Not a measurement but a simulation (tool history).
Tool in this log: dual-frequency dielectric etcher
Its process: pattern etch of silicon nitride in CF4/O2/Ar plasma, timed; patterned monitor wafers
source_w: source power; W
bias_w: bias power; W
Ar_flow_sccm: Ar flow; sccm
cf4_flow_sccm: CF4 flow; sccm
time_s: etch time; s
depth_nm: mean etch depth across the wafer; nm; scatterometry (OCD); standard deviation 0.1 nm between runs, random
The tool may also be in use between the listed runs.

run  hour  source_w  bias_w  Ar_flow_sccm  cf4_flow_sccm  time_s  depth_nm
  1     0       630      66            78             70     7.5    17.685
  2     9       590      66            78             70     7.5    16.746
  3  12.9       590      66            86             70     7.5    16.782
  4    20       620      66            86             70     7.5    17.176
  5    29       620      66            93             70     7.5    17.227
  6  31.9       620      66            93             70     7.5      17.1

Predict the results of run 7:
  7  35.6       650      66            93             70     7.5         ?

{"run 7": {"depth_nm": 17.792}}
